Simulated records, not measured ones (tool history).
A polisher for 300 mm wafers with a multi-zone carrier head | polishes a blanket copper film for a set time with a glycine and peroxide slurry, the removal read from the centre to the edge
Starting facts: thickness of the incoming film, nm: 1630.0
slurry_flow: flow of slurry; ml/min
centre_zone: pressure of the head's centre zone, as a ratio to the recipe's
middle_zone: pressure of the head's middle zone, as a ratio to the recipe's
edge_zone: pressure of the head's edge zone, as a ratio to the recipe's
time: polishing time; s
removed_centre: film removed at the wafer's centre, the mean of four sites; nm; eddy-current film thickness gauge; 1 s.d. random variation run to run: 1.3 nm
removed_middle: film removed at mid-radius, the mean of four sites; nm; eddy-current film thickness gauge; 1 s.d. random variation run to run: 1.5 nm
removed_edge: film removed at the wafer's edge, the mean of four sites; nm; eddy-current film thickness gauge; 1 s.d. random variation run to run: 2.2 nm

run  hour  slurry_flow  centre_zone  middle_zone  edge_zone  time  removed_centre  removed_middle  removed_edge
  1     0          205            1            1          1    41          215.37          206.64        213.38
  2   1.6          205            1            1          1    50          260.51          258.99        267.33
  3   2.3          205            1         0.98       0.99    48          250.74          245.04        247.41
  4   3.6          205            1         0.98       0.99    54          279.72          276.87        280.11
  5   8.2          230            1         0.98       0.99    54          282.65           279.9        283.87
  6  12.5          230            1         0.98       0.99    44          230.15          221.17        226.41
  7  21.4          230            1         0.96       0.99    43           227.8          218.31        222.34

For run 8, what comes out?
  8  29.9          225            1         0.94          1    42               ?               ?             ?

Logged for run 8: removed_centre 220.66 nm, removed_middle 208.98 nm, removed_edge 218.32 nm.
